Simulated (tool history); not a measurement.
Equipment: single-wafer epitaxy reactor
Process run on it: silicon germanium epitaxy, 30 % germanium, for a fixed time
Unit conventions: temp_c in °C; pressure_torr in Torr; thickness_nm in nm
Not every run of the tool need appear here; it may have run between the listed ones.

run    day  temp_c  pressure_torr  thickness_nm
  1      0     595           14.4        44.683
  2  0.138     595           12.7        40.964
  3  0.221     597           12.7        42.992
  4  0.588     597           13.7        44.665
  5  0.892     598           13.7        45.586
  6  0.925     599           13.7         46.13

Run 7, settings as shown, results not yet in. Your forecast:
  7  1.142     600           13.7             ?

thickness_nm: 46.575 nm
